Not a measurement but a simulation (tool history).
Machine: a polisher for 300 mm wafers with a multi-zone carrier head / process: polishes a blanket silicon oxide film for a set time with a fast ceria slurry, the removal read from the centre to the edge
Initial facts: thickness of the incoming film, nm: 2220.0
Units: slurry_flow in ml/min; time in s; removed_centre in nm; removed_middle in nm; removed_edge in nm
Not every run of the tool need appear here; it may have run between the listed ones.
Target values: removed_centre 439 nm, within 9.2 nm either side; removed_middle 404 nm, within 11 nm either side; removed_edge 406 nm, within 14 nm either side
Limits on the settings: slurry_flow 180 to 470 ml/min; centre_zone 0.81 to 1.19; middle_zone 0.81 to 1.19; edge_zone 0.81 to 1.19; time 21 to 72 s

run    day  slurry_flow  centre_zone  middle_zone  edge_zone  time  removed_centre  removed_middle  removed_edge
  1      0          300            1            1          1    46          731.47          735.05        732.11
  2  0.054          300            1            1       1.08    46          732.77          732.94         765.8
  3  0.138          300            1         0.98       1.05    43          677.89          682.25        704.17
  4  0.358          295         1.01         0.96       1.02    40          642.68          630.66        641.02
  5  0.642          295         1.01         0.93       1.02    40          637.73          605.38        631.18
  6  0.758          290            1         0.91          1    38           600.3          564.78        603.94
  7  0.858          295            1          0.9       0.98    36           566.8          527.94        566.15
  8  1.171          295            1          0.9       0.96    35           550.3          511.43        549.98
  9  1.438          290         1.01         0.91       0.94    34          534.25          500.89        526.01
 10  1.488          285         1.01         0.91       0.92    33          527.27          485.45        502.79
 11  1.717          275         1.01         0.91        0.9    32          503.27          468.27        492.02
 12  1.825          290         1.01         0.91       0.89    31          497.33          462.57        470.87
 13  1.883          300         1.01          0.9       0.88    30          480.31          436.47        445.99
 14  1.958          315         0.96         0.87       0.81    28          427.06          404.82        408.04
 15  2.112          320         0.96         0.87       0.81    28          428.11          406.99        404.29

Consider the 4 candidate settings below. Which is the only one whose results all fall within their allowed miss of target?
  A  2.267          355         0.96         0.89       0.84    27               ?               ?             ?
  B  2.267          275         0.94          0.9       0.82    28               ?               ?             ?
  C  2.267          340         0.98         0.87       0.81    28               ?               ?             ?
  D  2.267          315         0.94         0.86       0.83    28               ?               ?             ?

move  removed_centre  removed_middle  removed_edge
   A          413.88          397.57         404.5
   B          411.01          407.85         408.7
   C          436.63          403.52        411.95
   D          415.97          397.56        414.58
A: the biggest miss grows against the last run
B: the biggest miss grows against the last run
C: in spec on every target
D: the biggest miss grows against the last run
C meets every target.

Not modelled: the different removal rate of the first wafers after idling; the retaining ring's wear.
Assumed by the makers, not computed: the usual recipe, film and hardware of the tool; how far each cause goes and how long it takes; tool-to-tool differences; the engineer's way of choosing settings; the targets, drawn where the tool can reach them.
